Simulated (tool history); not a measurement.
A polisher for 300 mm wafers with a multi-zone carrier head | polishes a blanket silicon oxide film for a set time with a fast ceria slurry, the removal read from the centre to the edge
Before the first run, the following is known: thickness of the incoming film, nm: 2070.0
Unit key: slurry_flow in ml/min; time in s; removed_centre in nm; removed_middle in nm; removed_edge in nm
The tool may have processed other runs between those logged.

Run 1, day 0: slurry_flow 265 ml/min, centre_zone 1, middle_zone 1, edge_zone 1, time 45 s. Result: removed_centre 725.69 nm, removed_middle 693.34 nm, removed_edge 718.47 nm.
Run 2, day 0.217: slurry_flow 250 ml/min, centre_zone 0.95, middle_zone 0.97, edge_zone 0.98, time 39 s. Result: removed_centre 583.21 nm, removed_middle 575.66 nm, removed_edge 608.22 nm.
Run 3, day 0.462: slurry_flow 250 ml/min, centre_zone 0.99, middle_zone 0.97, edge_zone 0.98, time 39 s. Result: removed_centre 602.44 nm, removed_middle 573.07 nm, removed_edge 597.83 nm.
Run 4, day 0.825: slurry_flow 230 ml/min, centre_zone 0.94, middle_zone 0.94, edge_zone 0.96, time 36 s. Result: removed_centre 527.97 nm, removed_middle 514.55 nm, removed_edge 553.49 nm.
Run 5, day 0.992: slurry_flow 230 ml/min, centre_zone 0.94, middle_zone 0.99, edge_zone 0.96, time 36 s. Result: removed_centre 531.14 nm, removed_middle 548.76 nm, removed_edge 557.07 nm.
Run 6, day 1.262: slurry_flow 230 ml/min, centre_zone 0.94, middle_zone 0.99, edge_zone 0.88, time 36 s. Result: removed_centre 527.06 nm, removed_middle 535.04 nm, removed_edge 527.25 nm.
Run 7, day 1.362: slurry_flow 230 ml/min, centre_zone 0.94, middle_zone 0.99, edge_zone 0.88, time 36 s. Result: removed_centre 529.66 nm, removed_middle 528.3 nm, removed_edge 530.72 nm.
Run 8, day 1.554: slurry_flow 230 ml/min, centre_zone 0.94, middle_zone 0.99, edge_zone 0.88, time 36 s. Result: removed_centre 525.28 nm, removed_middle 539.37 nm, removed_edge 533.7 nm.

Run 9 comes next. What will it give?
Run 9, day 1.829: slurry_flow 215 ml/min, centre_zone 0.9, middle_zone 0.96, edge_zone 0.88, time 33 s. Result: removed_centre ?, removed_middle ?, removed_edge ?.

{"run 9": {"removed_centre": 459.35, "removed_middle": 474.96, "removed_edge": 477.17}}

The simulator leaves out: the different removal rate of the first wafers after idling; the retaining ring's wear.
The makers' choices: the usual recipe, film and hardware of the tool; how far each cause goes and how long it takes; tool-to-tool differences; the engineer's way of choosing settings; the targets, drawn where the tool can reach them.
